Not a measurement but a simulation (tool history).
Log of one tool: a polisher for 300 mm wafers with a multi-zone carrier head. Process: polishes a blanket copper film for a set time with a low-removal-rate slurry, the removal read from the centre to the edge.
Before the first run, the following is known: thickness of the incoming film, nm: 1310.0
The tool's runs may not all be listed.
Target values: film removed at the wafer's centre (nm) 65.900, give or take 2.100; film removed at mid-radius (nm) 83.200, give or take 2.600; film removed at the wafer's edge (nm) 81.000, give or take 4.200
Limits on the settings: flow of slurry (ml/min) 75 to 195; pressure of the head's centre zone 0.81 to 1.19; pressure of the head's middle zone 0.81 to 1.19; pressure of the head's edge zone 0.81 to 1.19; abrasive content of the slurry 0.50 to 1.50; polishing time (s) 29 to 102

| run | hour | flow of slurry (ml/min) | pressure of the head's centre zone | pressure of the head's middle zone | pressure of the head's edge zone | abrasive content of the slurry | polishing time (s) | film removed at the wafer's centre (nm) | film removed at mid-radius (nm) | film removed at the wafer's edge (nm) |
|---|---|---|---|---|---|---|---|---|---|---|
| 1 | 0.0 | 125 | 1.00 | 1.00 | 1.00 | 1.00 | 65 | 162.200 | 161.040 | 166.350 |
| 2 | 2.1 | 125 | 1.00 | 1.00 | 0.93 | 1.00 | 65 | 162.940 | 164.210 | 165.510 |
| 3 | 9.5 | 125 | 1.00 | 1.00 | 0.93 | 0.80 | 65 | 151.800 | 152.160 | 152.480 |
| 4 | 14.0 | 140 | 1.00 | 1.00 | 0.93 | 0.80 | 65 | 153.650 | 152.990 | 147.630 |
| 5 | 21.4 | 140 | 1.00 | 1.00 | 0.93 | 0.95 | 65 | 163.650 | 160.450 | 160.090 |
| 6 | 28.6 | 140 | 1.00 | 1.00 | 0.93 | 1.00 | 65 | 167.730 | 167.120 | 165.690 |
| 7 | 34.3 | 130 | 0.94 | 1.01 | 0.93 | 0.85 | 55 | 123.740 | 133.490 | 131.360 |
| 8 | 39.9 | 125 | 0.90 | 1.01 | 0.92 | 0.75 | 48 | 96.320 | 110.000 | 107.700 |

Which of these 5 next moves meets every target?
| A | 45.5 | 150 | 0.98 | 0.84 | 0.89 | 0.90 | 33 | ? | ? | ? |
| B | 45.5 | 115 | 0.81 | 1.02 | 0.92 | 0.80 | 36 | ? | ? | ? |
| C | 45.5 | 115 | 0.81 | 1.09 | 0.91 | 0.80 | 31 | ? | ? | ? |
| D | 45.5 | 90 | 0.90 | 0.81 | 1.04 | 0.50 | 47 | ? | ? | ? |
| E | 45.5 | 80 | 1.06 | 0.82 | 0.90 | 0.85 | 64 | ? | ? | ? |

| move | film removed at the wafer's centre (nm) | film removed at mid-radius (nm) | film removed at the wafer's edge (nm) |
|---|---|---|---|
| A | 80.681 | 71.000 | 78.900 |
| B | 66.237 | 83.595 | 81.154 |
| C | 57.065 | 76.169 | 69.466 |
| D | 76.267 | 72.115 | 91.795 |
| E | 142.780 | 116.100 | 138.010 |
A: nearer the targets than the last run, but a result is still out of spec
B: each result inside its tolerance
C: moves the result that the last run missed by most past its target, out the other side
D: nearer the targets than the last run, but a result is still out of spec
E: lands further from the targets than the last run did
B meets every target.
